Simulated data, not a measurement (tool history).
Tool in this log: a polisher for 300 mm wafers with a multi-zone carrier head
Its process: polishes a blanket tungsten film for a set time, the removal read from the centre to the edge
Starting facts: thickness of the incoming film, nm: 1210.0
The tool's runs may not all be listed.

run	hour	flow of slurry (ml/min)	pressure of the head's centre zone	pressure of the head's middle zone	pressure of the head's edge zone	abrasive content of the slurry	polishing time (s)	film removed at the wafer's centre (nm)	film removed at mid-radius (nm)	film removed at the wafer's edge (nm)
1	0.0	205	1.00	1.00	1.00	1.00	31	191.11	197.50	193.09
2	3.9	205	1.05	1.00	1.00	1.00	31	203.99	195.30	192.86
3	11.8	200	1.05	0.99	0.98	0.95	31	199.65	189.58	188.44
4	13.0	200	0.99	0.99	0.98	0.95	31	188.53	194.24	191.26
5	17.8	200	0.99	0.99	1.07	0.95	31	184.61	192.31	200.07
6	18.6	195	1.00	0.98	1.04	0.90	31	183.91	187.09	189.70

For run 7, what comes out?
7	23.0	190	1.00	0.97	1.02	0.85	31	?	?	?

film removed at the wafer's centre (nm): 181.49
film removed at mid-radius (nm): 178.57
film removed at the wafer's edge (nm): 185.16
